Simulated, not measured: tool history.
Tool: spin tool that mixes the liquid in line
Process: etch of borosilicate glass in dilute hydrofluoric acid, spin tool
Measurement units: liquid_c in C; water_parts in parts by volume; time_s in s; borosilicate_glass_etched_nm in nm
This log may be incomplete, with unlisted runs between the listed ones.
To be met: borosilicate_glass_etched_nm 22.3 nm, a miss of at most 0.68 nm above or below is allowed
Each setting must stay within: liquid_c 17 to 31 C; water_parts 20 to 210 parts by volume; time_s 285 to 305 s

| run | hour | liquid_c | water_parts | time_s | borosilicate_glass_etched_nm |
|---|---|---|---|---|---|
| 1 | 0 | 23 | 115 | 285 | 35.059 |
| 2 | 6.2 | 23 | 115 | 305 | 37.67 |
| 3 | 7.2 | 23 | 115 | 305 | 36.788 |
| 4 | 9.8 | 20 | 115 | 305 | 32.203 |
| 5 | 17 | 18 | 115 | 305 | 30.62 |
| 6 | 17.9 | 17.5 | 125 | 305 | 26.783 |
| 7 | 25.1 | 17.5 | 130 | 305 | 25.422 |
| 8 | 28.4 | 17.5 | 135 | 305 | 24.752 |
| 9 | 32.1 | 17.5 | 140 | 305 | 23.574 |
| 10 | 39.1 | 17 | 140 | 305 | 23.551 |

Which single option among these 5 for the next run brings every result within its allowed miss of target? Just one does.
| A | 46.1 | 17 | 130 | 295 | ? |
| B | 46.1 | 17.5 | 130 | 285 | ? |
| C | 46.1 | 17 | 135 | 285 | ? |
| D | 46.1 | 17 | 135 | 305 | ? |
| E | 46.1 | 20 | 140 | 285 | ? |

| move | borosilicate_glass_etched_nm |
|---|---|
| A | 24.705 |
| B | 24.378 |
| C | 22.876 |
| D | 24.481 |
| E | 24.876 |
A: moves away from the targets compared with the last run
B: moves away from the targets compared with the last run
C: every result lands within tolerance
D: moves away from the targets compared with the last run
E: moves away from the targets compared with the last run
C is the move that brings every result within its allowed miss.
